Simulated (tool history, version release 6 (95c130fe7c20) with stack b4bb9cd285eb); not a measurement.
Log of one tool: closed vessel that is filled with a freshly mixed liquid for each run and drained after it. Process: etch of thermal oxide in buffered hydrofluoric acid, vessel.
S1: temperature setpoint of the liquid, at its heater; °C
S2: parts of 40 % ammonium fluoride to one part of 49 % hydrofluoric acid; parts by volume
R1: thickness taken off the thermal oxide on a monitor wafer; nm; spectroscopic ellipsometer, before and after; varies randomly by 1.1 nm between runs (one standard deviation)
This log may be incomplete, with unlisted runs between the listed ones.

run 1 hour=0.0 | S1=22.0 S2=9.0 time_in_the_liquid_(s)=100 | R1=112.280
run 2 hour=8.8 | S1=22.0 S2=9.0 time_in_the_liquid_(s)=100 | R1=111.570
run 3 hour=9.8 | S1=22.0 S2=9.0 time_in_the_liquid_(s)=100 | R1=112.930
run 4 hour=12.1 | S1=22.5 S2=9.0 time_in_the_liquid_(s)=100 | R1=114.300
run 5 hour=20.1 | S1=22.5 S2=11.5 time_in_the_liquid_(s)=100 | R1=95.024
run 6 hour=29.2 | S1=23.5 S2=11.5 time_in_the_liquid_(s)=100 | R1=98.303
run 7 hour=35.4 | S1=24.5 S2=11.5 time_in_the_liquid_(s)=100 | R1=105.050
run 8 hour=44.5 | S1=25.0 S2=11.5 time_in_the_liquid_(s)=100 | R1=107.040
run 9 hour=49.8 | S1=25.5 S2=11.5 time_in_the_liquid_(s)=100 | R1=112.020
run 10 hour=55.1 | S1=26.0 S2=11.5 time_in_the_liquid_(s)=100 | R1=114.170
run 11 hour=63.9 | S1=26.5 S2=11.5 time_in_the_liquid_(s)=100 | R1=117.420
run 12 hour=67.4 | S1=27.0 S2=11.5 time_in_the_liquid_(s)=100 | R1=119.010

Forecast run 13:
run 13 hour=70.2 | S1=27.5 S2=11.5 time_in_the_liquid_(s)=100 | R1=?

R1: 124.560 nm
